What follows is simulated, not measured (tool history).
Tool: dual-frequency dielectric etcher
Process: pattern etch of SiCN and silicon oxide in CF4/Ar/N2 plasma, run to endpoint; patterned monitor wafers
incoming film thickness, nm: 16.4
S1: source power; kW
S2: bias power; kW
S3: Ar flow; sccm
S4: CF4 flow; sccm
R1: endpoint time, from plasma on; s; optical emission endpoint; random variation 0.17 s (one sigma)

{"run": 1, "hour": 0.0, "S1": 0.36, "S2": 0.081, "S3": 91, "S4": 49, "R1": 22.693}
{"run": 2, "hour": 7.0, "S1": 0.38, "S2": 0.082, "S3": 91, "S4": 49, "R1": 21.038}
{"run": 3, "hour": 8.2, "S1": 0.34, "S2": 0.082, "S3": 91, "S4": 49, "R1": 23.785}
{"run": 4, "hour": 11.4, "S1": 0.34, "S2": 0.082, "S3": 91, "S4": 41, "R1": 24.802}
{"run": 5, "hour": 13.3, "S1": 0.34, "S2": 0.091, "S3": 91, "S4": 41, "R1": 23.42}
{"run": 6, "hour": 18.3, "S1": 0.34, "S2": 0.091, "S3": 91, "S4": 47, "R1": 23.014}
{"run": 7, "hour": 22.7, "S1": 0.35, "S2": 0.091, "S3": 91, "S4": 47, "R1": 22.313}
{"run": 8, "hour": 23.8, "S1": 0.36, "S2": 0.091, "S3": 91, "S4": 47, "R1": 21.772}

Run 9 comes next. What will it give?
{"run": 9, "hour": 26.4, "S1": 0.37, "S2": 0.091, "S3": 91, "S4": 47, "R1": "?"}

{"run 9": {"R1": 21.111}}
